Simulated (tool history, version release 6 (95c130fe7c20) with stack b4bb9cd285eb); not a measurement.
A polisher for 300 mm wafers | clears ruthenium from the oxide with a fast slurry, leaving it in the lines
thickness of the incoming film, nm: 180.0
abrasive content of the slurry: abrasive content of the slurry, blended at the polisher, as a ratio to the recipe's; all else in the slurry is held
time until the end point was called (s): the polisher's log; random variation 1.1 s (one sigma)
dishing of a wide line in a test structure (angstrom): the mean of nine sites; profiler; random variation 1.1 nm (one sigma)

| run | hour | flow of slurry (ml/min) | pressure of the wafer on the pad (psi) | speed of the pad under the wafer (cm/s) | abrasive content of the slurry | overpolish time after the end point (s) | time until the end point was called (s) | dishing of a wide line in a test structure (angstrom) |
|---|---|---|---|---|---|---|---|---|
| 1 | 0.0 | 135 | 2.8 | 94 | 1.00 | 16 | 39.819 | 563.16 |
| 2 | 5.7 | 135 | 2.6 | 94 | 1.00 | 18 | 41.643 | 583.08 |
| 3 | 10.2 | 135 | 2.4 | 92 | 1.00 | 20 | 46.369 | 605.16 |
| 4 | 13.8 | 135 | 2.4 | 92 | 1.15 | 20 | 43.974 | 634.04 |
| 5 | 20.3 | 135 | 2.3 | 92 | 1.15 | 21 | 44.796 | 648.76 |
| 6 | 22.0 | 135 | 2.2 | 92 | 1.15 | 22 | 47.998 | 639.56 |

Run 7 comes next. What will it give?
| 7 | 29.6 | 135 | 2.1 | 92 | 1.15 | 23 | ? | ? |

Run 7 gave time until the end point was called (s) 47.924, dishing of a wide line in a test structure (angstrom) 652.27.
